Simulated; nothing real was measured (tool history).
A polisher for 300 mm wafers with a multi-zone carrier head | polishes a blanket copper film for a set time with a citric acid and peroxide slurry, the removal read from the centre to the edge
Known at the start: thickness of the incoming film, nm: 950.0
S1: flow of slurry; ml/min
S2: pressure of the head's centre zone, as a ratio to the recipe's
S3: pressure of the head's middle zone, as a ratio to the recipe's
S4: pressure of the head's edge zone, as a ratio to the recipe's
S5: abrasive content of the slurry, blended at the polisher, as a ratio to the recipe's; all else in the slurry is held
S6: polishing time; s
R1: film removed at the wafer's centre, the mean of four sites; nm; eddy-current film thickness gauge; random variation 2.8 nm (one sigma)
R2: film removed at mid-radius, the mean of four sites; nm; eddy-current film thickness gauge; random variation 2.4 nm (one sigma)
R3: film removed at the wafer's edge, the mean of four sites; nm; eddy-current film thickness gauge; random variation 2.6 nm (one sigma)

| run | hour | S1 | S2 | S3 | S4 | S5 | S6 | R1 | R2 | R3 |
|---|---|---|---|---|---|---|---|---|---|---|
| 1 | 0 | 150 | 1 | 1 | 1 | 1 | 62 | 121.51 | 117.49 | 118.83 |
| 2 | 4.6 | 150 | 1.08 | 1 | 1 | 1 | 62 | 129.17 | 119.59 | 120.64 |
| 3 | 12.7 | 155 | 1.08 | 1.01 | 1.03 | 1.1 | 65 | 139.21 | 130.16 | 131.34 |
| 4 | 20 | 160 | 1.08 | 1.01 | 1.05 | 1.2 | 68 | 155.29 | 139.16 | 141.02 |
| 5 | 22.8 | 155 | 1.06 | 1.02 | 1.07 | 1.25 | 71 | 155.07 | 148.84 | 150.57 |
| 6 | 25.2 | 125 | 1.06 | 1.02 | 1.07 | 1.25 | 71 | 148.66 | 139.23 | 148.17 |
| 7 | 30.7 | 130 | 1.07 | 1.03 | 1.09 | 1.3 | 73 | 155.13 | 146.57 | 151.28 |

Forecast run 8:
| 8 | 37 | 130 | 1.07 | 1.03 | 1.09 | 1.3 | 73 | ? | ? | ? |

R1: 155.14 nm
R2: 147.34 nm
R3: 154.28 nm
